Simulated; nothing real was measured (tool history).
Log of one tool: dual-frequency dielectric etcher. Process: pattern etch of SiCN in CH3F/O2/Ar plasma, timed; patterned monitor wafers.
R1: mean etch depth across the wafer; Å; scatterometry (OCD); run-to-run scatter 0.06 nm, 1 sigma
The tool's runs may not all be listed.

{"run": 1, "hour": 0.0, "source power (kW)": 0.44, "bias power (kW)": 0.059, "etch time (s)": 61, "R1": 207.98}
{"run": 2, "hour": 2.5, "source power (kW)": 0.44, "bias power (kW)": 0.048, "etch time (s)": 61, "R1": 191.99}
{"run": 3, "hour": 6.3, "source power (kW)": 0.42, "bias power (kW)": 0.048, "etch time (s)": 61, "R1": 189.5}
{"run": 4, "hour": 11.2, "source power (kW)": 0.4, "bias power (kW)": 0.048, "etch time (s)": 61, "R1": 186.84}
{"run": 5, "hour": 17.1, "source power (kW)": 0.45, "bias power (kW)": 0.048, "etch time (s)": 61, "R1": 192.54}
{"run": 6, "hour": 24.4, "source power (kW)": 0.53, "bias power (kW)": 0.048, "etch time (s)": 61, "R1": 203.39}
{"run": 7, "hour": 30.7, "source power (kW)": 0.49, "bias power (kW)": 0.047, "etch time (s)": 61, "R1": 196.39}
{"run": 8, "hour": 37.7, "source power (kW)": 0.46, "bias power (kW)": 0.047, "etch time (s)": 61, "R1": 194.29}

Run 9 has not been measured yet. What should we expect?
{"run": 9, "hour": 43.7, "source power (kW)": 0.43, "bias power (kW)": 0.047, "etch time (s)": 61, "R1": "?"}

R1: 190.17 Å

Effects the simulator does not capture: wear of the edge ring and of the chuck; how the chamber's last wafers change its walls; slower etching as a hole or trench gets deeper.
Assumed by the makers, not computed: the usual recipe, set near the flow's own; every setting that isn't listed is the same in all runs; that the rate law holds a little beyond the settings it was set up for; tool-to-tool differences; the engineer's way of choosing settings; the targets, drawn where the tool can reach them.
